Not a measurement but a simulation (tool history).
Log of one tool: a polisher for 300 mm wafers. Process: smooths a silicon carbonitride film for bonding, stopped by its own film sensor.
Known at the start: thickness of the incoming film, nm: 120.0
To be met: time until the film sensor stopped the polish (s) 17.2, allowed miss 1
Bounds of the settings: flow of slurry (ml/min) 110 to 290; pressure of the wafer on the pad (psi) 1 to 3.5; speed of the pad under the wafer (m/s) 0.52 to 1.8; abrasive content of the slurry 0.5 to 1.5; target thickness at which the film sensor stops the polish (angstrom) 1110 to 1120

run    day  flow of slurry (ml/min)  pressure of the wafer on the pad (psi)  speed of the pad under the wafer (m/s)  abrasive content of the slurry  target thickness at which the film sensor stops the polish (angstrom)  time until the film sensor stopped the polish (s)
  1      0                      185                                     2.2                                    1.16                               1                                                                   1110                                             22.213
  2  0.325                      185                                     2.2                                    0.92                               1                                                                   1110                                             26.819
  3  0.671                      185                                     2.2                                    0.92                             0.8                                                                   1110                                             29.418
  4  0.996                      185                                     2.2                                    0.92                            0.65                                                                   1110                                             33.081
  5  1.371                      185                                     2.6                                    0.96                            0.65                                                                   1110                                             26.918
  6  1.467                      200                                     2.6                                    0.96                            0.65                                                                   1110                                             26.484
  7  1.554                      200                                     2.9                                    0.98                            0.65                                                                   1110                                             24.415
  8  1.575                      200                                     3.1                                    1.04                            0.65                                                                   1110                                             21.497
  9  1.821                      200                                     3.2                                    1.08                            0.65                                                                   1110                                             19.624
 10    2.1                      200                                     3.3                                     1.1                            0.65                                                                   1110                                             19.058

Which of these 4 next moves meets every target?
  A  2.379                      145                                     3.4                                    1.24                             0.7                                                                   1110                                                  ?
  B  2.379                      140                                     3.1                                    0.96                            0.75                                                                   1110                                                  ?
  C  2.379                      190                                       3                                    1.12                             0.6                                                                   1110                                                  ?
  D  2.379                      185                                     3.1                                    1.08                             0.7                                                                   1110                                                  ?

move  time until the film sensor stopped the polish (s)
   A                                             16.823
   B                                             21.924
   C                                             21.578
   D                                             19.827
A: meets every target
B: further off than the last run
C: further off than the last run
D: further off than the last run
Move A is the one to make.
